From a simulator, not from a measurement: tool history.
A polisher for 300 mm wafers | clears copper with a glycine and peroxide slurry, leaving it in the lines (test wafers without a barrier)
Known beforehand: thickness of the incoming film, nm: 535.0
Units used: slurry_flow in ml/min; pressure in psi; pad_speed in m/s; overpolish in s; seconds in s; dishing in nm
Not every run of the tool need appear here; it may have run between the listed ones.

run 1 hour=0.0 | slurry_flow=315 pressure=2.5 pad_speed=1.18 overpolish=16 | seconds=85.060 dishing=72.415
run 2 hour=4.7 | slurry_flow=315 pressure=2.5 pad_speed=1.18 overpolish=11 | seconds=84.350 dishing=55.061
run 3 hour=7.4 | slurry_flow=390 pressure=2.5 pad_speed=1.18 overpolish=11 | seconds=83.293 dishing=53.905
run 4 hour=14.5 | slurry_flow=390 pressure=2.5 pad_speed=0.88 overpolish=11 | seconds=101.180 dishing=48.235
run 5 hour=17.6 | slurry_flow=385 pressure=2.4 pad_speed=0.86 overpolish=14 | seconds=107.470 dishing=53.737
run 6 hour=19.7 | slurry_flow=385 pressure=2.8 pad_speed=0.86 overpolish=14 | seconds=93.581 dishing=60.527

Estimate the outcome of run 7 from the log above:
run 7 hour=22.5 | slurry_flow=385 pressure=2.6 pad_speed=0.84 overpolish=16 | seconds=? dishing=?

{"run 7": {"seconds": 98.586, "dishing": 64.339}}
